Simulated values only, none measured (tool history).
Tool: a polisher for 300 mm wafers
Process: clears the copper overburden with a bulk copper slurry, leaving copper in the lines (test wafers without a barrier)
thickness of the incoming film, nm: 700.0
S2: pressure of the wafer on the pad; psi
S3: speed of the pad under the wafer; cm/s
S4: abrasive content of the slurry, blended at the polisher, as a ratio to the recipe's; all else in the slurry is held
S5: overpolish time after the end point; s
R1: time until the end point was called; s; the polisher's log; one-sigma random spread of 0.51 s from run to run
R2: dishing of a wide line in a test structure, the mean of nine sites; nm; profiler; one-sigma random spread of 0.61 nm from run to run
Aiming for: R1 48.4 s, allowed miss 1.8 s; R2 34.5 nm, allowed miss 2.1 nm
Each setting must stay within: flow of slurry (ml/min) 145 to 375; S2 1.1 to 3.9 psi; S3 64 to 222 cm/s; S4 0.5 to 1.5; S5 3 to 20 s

{"run": 1, "hour": 0.0, "flow of slurry (ml/min)": 240, "S2": 2.5, "S3": 142, "S4": 1, "S5": 10, "R1": 51.889, "R2": 43.198}
{"run": 2, "hour": 1.4, "flow of slurry (ml/min)": 195, "S2": 2.5, "S3": 142, "S4": 1, "S5": 10, "R1": 51.465, "R2": 43.595}
{"run": 3, "hour": 3.6, "flow of slurry (ml/min)": 195, "S2": 1.9, "S3": 142, "S4": 1, "S5": 10, "R1": 66.044, "R2": 40.268}
{"run": 4, "hour": 6.4, "flow of slurry (ml/min)": 195, "S2": 1.9, "S3": 142, "S4": 1.2, "S5": 10, "R1": 61.681, "R2": 41.733}
{"run": 5, "hour": 13.8, "flow of slurry (ml/min)": 195, "S2": 1.6, "S3": 142, "S4": 1.2, "S5": 10, "R1": 72.503, "R2": 38.066}
{"run": 6, "hour": 19.0, "flow of slurry (ml/min)": 195, "S2": 2.1, "S3": 142, "S4": 1.2, "S5": 10, "R1": 57.424, "R2": 41.258}
{"run": 7, "hour": 24.3, "flow of slurry (ml/min)": 200, "S2": 2.2, "S3": 142, "S4": 1.25, "S5": 8, "R1": 54.272, "R2": 39.24}
{"run": 8, "hour": 30.4, "flow of slurry (ml/min)": 210, "S2": 2.5, "S3": 144, "S4": 1.3, "S5": 3, "R1": 47.314, "R2": 25.486}
{"run": 9, "hour": 34.2, "flow of slurry (ml/min)": 210, "S2": 2.5, "S3": 144, "S4": 1.3, "S5": 4, "R1": 47.527, "R2": 30.084}
{"run": 10, "hour": 39.5, "flow of slurry (ml/min)": 210, "S2": 2.5, "S3": 144, "S4": 1.3, "S5": 6, "R1": 48.372, "R2": 36.356}
{"run": 11, "hour": 45.9, "flow of slurry (ml/min)": 210, "S2": 2.5, "S3": 144, "S4": 1.25, "S5": 6, "R1": 48.391, "R2": 36.492}

Which one of the following 4 next-run settings gets every result inside its allowed miss? There is exactly one.
{"run": "A", "hour": 52.3, "flow of slurry (ml/min)": 225, "S2": 2.3, "S3": 154, "S4": 1.2, "S5": 8, "R1": "?", "R2": "?"}
{"run": "B", "hour": 52.3, "flow of slurry (ml/min)": 195, "S2": 2.6, "S3": 134, "S4": 1.35, "S5": 5, "R1": "?", "R2": "?"}
{"run": "C", "hour": 52.3, "flow of slurry (ml/min)": 230, "S2": 2.6, "S3": 140, "S4": 1.15, "S5": 7, "R1": "?", "R2": "?"}
{"run": "D", "hour": 52.3, "flow of slurry (ml/min)": 170, "S2": 2.2, "S3": 166, "S4": 1.15, "S5": 6, "R1": "?", "R2": "?"}

move=A R1=50.034 R2=41.932
move=B R1=48.687 R2=34.932
move=C R1=48.633 R2=40.7
move=D R1=51.918 R2=36.696
A: its largest miss is bigger than the last run's
B: meets every target
C: its largest miss is bigger than the last run's
D: its largest miss is bigger than the last run's
Move B is the one to make.

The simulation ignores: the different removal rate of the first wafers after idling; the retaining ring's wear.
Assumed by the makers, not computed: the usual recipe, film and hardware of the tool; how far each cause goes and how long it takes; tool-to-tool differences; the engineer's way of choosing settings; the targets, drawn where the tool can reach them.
